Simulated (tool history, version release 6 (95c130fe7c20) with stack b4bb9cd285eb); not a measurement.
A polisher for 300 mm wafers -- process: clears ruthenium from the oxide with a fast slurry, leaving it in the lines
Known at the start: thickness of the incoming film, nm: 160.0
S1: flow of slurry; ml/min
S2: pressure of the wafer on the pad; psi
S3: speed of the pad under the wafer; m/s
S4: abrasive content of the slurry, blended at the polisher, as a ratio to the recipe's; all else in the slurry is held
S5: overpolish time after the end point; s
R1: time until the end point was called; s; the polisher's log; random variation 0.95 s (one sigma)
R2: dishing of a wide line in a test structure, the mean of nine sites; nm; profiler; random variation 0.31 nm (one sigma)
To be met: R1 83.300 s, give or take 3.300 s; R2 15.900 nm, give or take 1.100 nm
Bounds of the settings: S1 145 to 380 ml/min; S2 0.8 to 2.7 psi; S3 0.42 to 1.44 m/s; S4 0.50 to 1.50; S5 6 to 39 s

run 1 hour=0.0 | S1=245 S2=1.7 S3=0.92 S4=1.00 S5=20 | R1=96.254 R2=32.656
run 2 hour=1.0 | S1=245 S2=1.7 S3=0.92 S4=1.00 S5=17 | R1=96.033 R2=27.844
run 3 hour=2.8 | S1=245 S2=1.7 S3=0.92 S4=1.00 S5=14 | R1=98.440 R2=23.501
run 4 hour=4.4 | S1=245 S2=2.1 S3=0.92 S4=1.00 S5=14 | R1=84.158 R2=27.422
run 5 hour=9.7 | S1=245 S2=2.1 S3=0.92 S4=1.05 S5=14 | R1=82.819 R2=27.706
-- hour=10.7 worn pad replaced by a new one
run 6 hour=10.7 | S1=240 S2=2.0 S3=0.92 S4=1.10 S5=12 | R1=72.262 R2=25.705
run 7 hour=17.3 | S1=245 S2=1.8 S3=0.92 S4=1.10 S5=11 | R1=79.811 R2=22.909
run 8 hour=19.6 | S1=235 S2=1.7 S3=0.92 S4=1.10 S5=10 | R1=81.626 R2=20.502
run 9 hour=26.6 | S1=195 S2=1.6 S3=0.94 S4=1.10 S5=6 | R1=85.058 R2=11.575

Exactly one of the 4 candidate moves below puts every result within its allowed miss. Which one?
run A hour=33.6 | S1=225 S2=1.8 S3=0.96 S4=0.95 S5=7 | R1=? R2=?
run B hour=33.6 | S1=200 S2=1.7 S3=0.98 S4=1.15 S5=6 | R1=? R2=?
run C hour=33.6 | S1=235 S2=1.5 S3=0.94 S4=1.10 S5=7 | R1=? R2=?
run D hour=33.6 | S1=160 S2=1.5 S3=0.98 S4=1.20 S5=8 | R1=? R2=?

move=A R1=83.811 R2=14.174
move=B R1=78.259 R2=13.047
move=C R1=88.948 R2=13.382
move=D R1=85.866 R2=15.750
A: nearer than the last run, and not there yet
B: nearer than the last run, and not there yet
C: nearer than the last run, and not there yet
D: meets every target
Go with D: it meets all targets.

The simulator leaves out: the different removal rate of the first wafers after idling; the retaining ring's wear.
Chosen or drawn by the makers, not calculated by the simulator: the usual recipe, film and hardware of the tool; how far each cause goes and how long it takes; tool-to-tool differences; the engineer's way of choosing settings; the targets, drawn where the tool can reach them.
